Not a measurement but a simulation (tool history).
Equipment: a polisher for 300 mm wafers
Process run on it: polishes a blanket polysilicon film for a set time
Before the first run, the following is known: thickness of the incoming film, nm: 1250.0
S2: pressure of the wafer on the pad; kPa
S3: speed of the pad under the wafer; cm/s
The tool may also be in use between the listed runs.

Run 1, hour 0: flow of slurry (ml/min) 230, S2 13.8 kPa, S3 112 cm/s, polishing time (s) 94. Result: film removed (angstrom) 6342.9.
Run 2, hour 5.2: flow of slurry (ml/min) 230, S2 13.8 kPa, S3 86 cm/s, polishing time (s) 94. Result: film removed (angstrom) 4796.9.
Run 3, hour 7.3: flow of slurry (ml/min) 230, S2 13.8 kPa, S3 86 cm/s, polishing time (s) 98. Result: film removed (angstrom) 4923.6.
Run 4, hour 14.9: flow of slurry (ml/min) 230, S2 15.9 kPa, S3 88 cm/s, polishing time (s) 98. Result: film removed (angstrom) 5611.7.
Run 5, hour 15.5: flow of slurry (ml/min) 230, S2 13.8 kPa, S3 88 cm/s, polishing time (s) 98. Result: film removed (angstrom) 5051.7.
Run 6, hour 21: flow of slurry (ml/min) 230, S2 10.3 kPa, S3 88 cm/s, polishing time (s) 98. Result: film removed (angstrom) 4307.3.
Run 7, hour 22.9: flow of slurry (ml/min) 230, S2 13.1 kPa, S3 94 cm/s, polishing time (s) 98. Result: film removed (angstrom) 5319.3.

Forecast run 8:
Run 8, hour 29.9: flow of slurry (ml/min) 230, S2 15.2 kPa, S3 98 cm/s, polishing time (s) 98. Result: film removed (angstrom) ?.

Logged for run 8: film removed (angstrom) 5971.
